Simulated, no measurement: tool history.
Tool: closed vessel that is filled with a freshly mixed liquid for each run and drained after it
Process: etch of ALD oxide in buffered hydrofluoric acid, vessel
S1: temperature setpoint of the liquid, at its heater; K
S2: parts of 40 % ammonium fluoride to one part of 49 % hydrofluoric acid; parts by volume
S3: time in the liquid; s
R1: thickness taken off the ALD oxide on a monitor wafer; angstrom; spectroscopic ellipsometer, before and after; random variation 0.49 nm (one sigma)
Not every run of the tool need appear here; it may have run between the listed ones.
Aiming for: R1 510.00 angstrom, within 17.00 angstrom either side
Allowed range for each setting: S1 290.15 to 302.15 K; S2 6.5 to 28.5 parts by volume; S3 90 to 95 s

| run | hour | S1 | S2 | S3 | R1 |
|---|---|---|---|---|---|
| 1 | 0.0 | 294.15 | 17.5 | 90 | 756.15 |
| 2 | 6.3 | 294.15 | 17.5 | 95 | 793.87 |
| 3 | 9.0 | 293.15 | 18.5 | 95 | 713.00 |
| 4 | 15.9 | 293.15 | 18.5 | 95 | 713.17 |
| 5 | 16.7 | 292.65 | 19.0 | 95 | 675.72 |
| 6 | 23.8 | 292.15 | 19.5 | 95 | 649.78 |
| 7 | 30.0 | 291.65 | 20.0 | 95 | 609.31 |
| 8 | 38.0 | 291.15 | 20.5 | 95 | 582.36 |
| 9 | 46.6 | 291.15 | 21.0 | 95 | 572.14 |

Exercise: of the 5 proposed moves below, exactly one satisfies all targets within the stated allowed misses. Which move is it?
| A | 55.2 | 291.15 | 18.5 | 90 | ? |
| B | 55.2 | 290.15 | 20.5 | 95 | ? |
| C | 55.2 | 290.15 | 23.0 | 95 | ? |
| D | 55.2 | 290.15 | 19.0 | 95 | ? |
| E | 55.2 | 292.65 | 19.0 | 90 | ? |

| move | R1 |
|---|---|
| A | 594.50 |
| B | 539.72 |
| C | 498.47 |
| D | 577.56 |
| E | 629.94 |
A: lands further from the targets than the last run did
B: moves toward the targets from the last run without getting all of them in spec
C: in spec on every target
D: lands further from the targets than the last run did
E: lands further from the targets than the last run did
So the answer is move C, the one that meets all the targets.

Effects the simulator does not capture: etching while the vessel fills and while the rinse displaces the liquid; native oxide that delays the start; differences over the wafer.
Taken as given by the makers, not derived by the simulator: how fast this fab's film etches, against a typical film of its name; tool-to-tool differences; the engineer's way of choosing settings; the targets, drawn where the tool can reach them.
